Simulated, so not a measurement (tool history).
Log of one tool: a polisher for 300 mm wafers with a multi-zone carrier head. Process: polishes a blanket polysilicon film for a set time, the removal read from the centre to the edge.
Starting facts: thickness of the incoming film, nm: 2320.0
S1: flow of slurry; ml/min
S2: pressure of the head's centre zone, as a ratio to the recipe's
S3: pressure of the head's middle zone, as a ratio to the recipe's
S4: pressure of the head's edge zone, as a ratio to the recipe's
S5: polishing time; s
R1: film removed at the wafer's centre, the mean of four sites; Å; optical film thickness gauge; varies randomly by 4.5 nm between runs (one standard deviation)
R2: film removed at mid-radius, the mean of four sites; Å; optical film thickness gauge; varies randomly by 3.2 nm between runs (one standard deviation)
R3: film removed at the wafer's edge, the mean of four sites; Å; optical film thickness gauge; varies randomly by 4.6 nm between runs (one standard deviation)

run 1 hour=0.0 | S1=275 S2=1.00 S3=1.00 S4=1.00 S5=55 | R1=2352.7 R2=2312.1 R3=2347.8
run 2 hour=6.2 | S1=275 S2=1.02 S3=0.96 S4=1.04 S5=60 | R1=2651.6 R2=2441.3 R3=2607.2
run 3 hour=11.4 | S1=275 S2=1.02 S3=0.90 S4=1.04 S5=60 | R1=2610.7 R2=2309.0 R3=2673.6
run 4 hour=16.4 | S1=280 S2=1.04 S3=0.89 S4=1.06 S5=64 | R1=2876.5 R2=2457.4 R3=2883.8
run 5 hour=18.4 | S1=280 S2=1.05 S3=0.88 S4=1.08 S5=66 | R1=2958.7 R2=2506.4 R3=2988.3
run 6 hour=24.5 | S1=280 S2=1.13 S3=0.88 S4=1.08 S5=66 | R1=3221.0 R2=2473.7 R3=2994.8
run 7 hour=26.0 | S1=280 S2=1.12 S3=0.88 S4=1.10 S5=68 | R1=3191.7 R2=2548.4 R3=3092.9

Run 8 is up next; what results do you expect?
run 8 hour=31.1 | S1=280 S2=1.12 S3=0.88 S4=1.10 S5=68 | R1=? R2=? R3=?

{"run 8": {"R1": 3325.2, "R2": 2567.2, "R3": 3094.8}}
